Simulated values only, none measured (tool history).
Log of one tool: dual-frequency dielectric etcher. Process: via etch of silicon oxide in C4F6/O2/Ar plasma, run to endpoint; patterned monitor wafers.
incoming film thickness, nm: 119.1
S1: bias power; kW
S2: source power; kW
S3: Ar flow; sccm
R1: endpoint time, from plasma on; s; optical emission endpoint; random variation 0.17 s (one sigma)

| run | hour | S1 | S2 | S3 | R1 |
|---|---|---|---|---|---|
| 1 | 0 | 0.61 | 0.24 | 297 | 29.264 |
| 2 | 1.1 | 0.556 | 0.24 | 298 | 29.699 |
| 3 | 8.6 | 0.482 | 0.24 | 298 | 30.941 |
| 4 | 16.2 | 0.482 | 0.24 | 347 | 30.968 |
| 5 | 25.2 | 0.549 | 0.24 | 347 | 30.213 |
| 6 | 31.2 | 0.481 | 0.24 | 347 | 31.086 |
| 7 | 31.7 | 0.453 | 0.23 | 348 | 31.835 |
| 8 | 38.8 | 0.432 | 0.23 | 349 | 32.256 |
|  | 45.5 | wet clean of the chamber |
| 9 | 45.5 | 0.416 | 0.23 | 349 | 31.238 |

Run 10 comes next. What will it give?
| 10 | 54.2 | 0.403 | 0.21 | 356 | ? |

{"run 10": {"R1": 32.428}}
